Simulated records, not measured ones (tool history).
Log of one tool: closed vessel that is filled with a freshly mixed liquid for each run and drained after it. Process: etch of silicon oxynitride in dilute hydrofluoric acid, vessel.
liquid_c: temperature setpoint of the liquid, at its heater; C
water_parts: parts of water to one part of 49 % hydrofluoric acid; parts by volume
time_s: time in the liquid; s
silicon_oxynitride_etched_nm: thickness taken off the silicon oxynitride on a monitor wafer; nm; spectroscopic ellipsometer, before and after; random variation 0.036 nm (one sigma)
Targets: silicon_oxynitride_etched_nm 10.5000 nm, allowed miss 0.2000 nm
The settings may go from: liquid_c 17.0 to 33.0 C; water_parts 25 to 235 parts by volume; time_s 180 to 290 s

| run | day | liquid_c | water_parts | time_s | silicon_oxynitride_etched_nm |
|---|---|---|---|---|---|
| 1 | 0.000 | 25.0 | 130 | 290 | 4.8146 |
| 2 | 0.342 | 28.5 | 130 | 290 | 5.6099 |
| 3 | 0.629 | 26.0 | 130 | 290 | 5.0346 |
| 4 | 0.846 | 28.5 | 130 | 290 | 5.6445 |
| 5 | 1.000 | 28.5 | 130 | 180 | 3.4799 |
| 6 | 1.171 | 28.5 | 110 | 190 | 4.4276 |
| 7 | 1.321 | 29.5 | 95 | 205 | 5.8880 |
| 8 | 1.488 | 30.0 | 85 | 205 | 6.7585 |
| 9 | 1.817 | 30.0 | 85 | 205 | 6.8049 |
| 10 | 2.008 | 30.5 | 80 | 205 | 7.4166 |
| 11 | 2.171 | 31.0 | 75 | 205 | 8.1590 |
| 12 | 2.500 | 33.0 | 55 | 205 | 12.3990 |
| 13 | 2.867 | 32.5 | 55 | 205 | 12.1210 |
| 14 | 3.071 | 32.0 | 55 | 205 | 11.9210 |
| 15 | 3.125 | 31.5 | 55 | 205 | 11.5800 |
| 16 | 3.267 | 31.0 | 55 | 205 | 11.3880 |
| 17 | 3.554 | 31.0 | 55 | 205 | 11.2800 |
| 18 | 3.725 | 31.0 | 55 | 205 | 11.4130 |
| 19 | 4.079 | 30.5 | 55 | 205 | 11.0620 |
| 20 | 4.350 | 30.0 | 55 | 205 | 10.7930 |

5 next moves are on the table. One of them brings every result within its allowed miss. Which?
| A | 4.621 | 30.5 | 60 | 235 | ? |
| B | 4.621 | 27.0 | 60 | 270 | ? |
| C | 4.621 | 29.0 | 55 | 210 | ? |
| D | 4.621 | 31.5 | 55 | 180 | ? |
| E | 4.621 | 31.5 | 60 | 195 | ? |

| move | silicon_oxynitride_etched_nm |
|---|---|
| A | 11.5770 |
| B | 11.2970 |
| C | 10.5820 |
| D | 10.1830 |
| E | 10.0570 |
A: further off than the last run
B: further off than the last run
C: meets every target
D: takes the result that was furthest off past its target
E: takes the result that was furthest off past its target
Answer: C

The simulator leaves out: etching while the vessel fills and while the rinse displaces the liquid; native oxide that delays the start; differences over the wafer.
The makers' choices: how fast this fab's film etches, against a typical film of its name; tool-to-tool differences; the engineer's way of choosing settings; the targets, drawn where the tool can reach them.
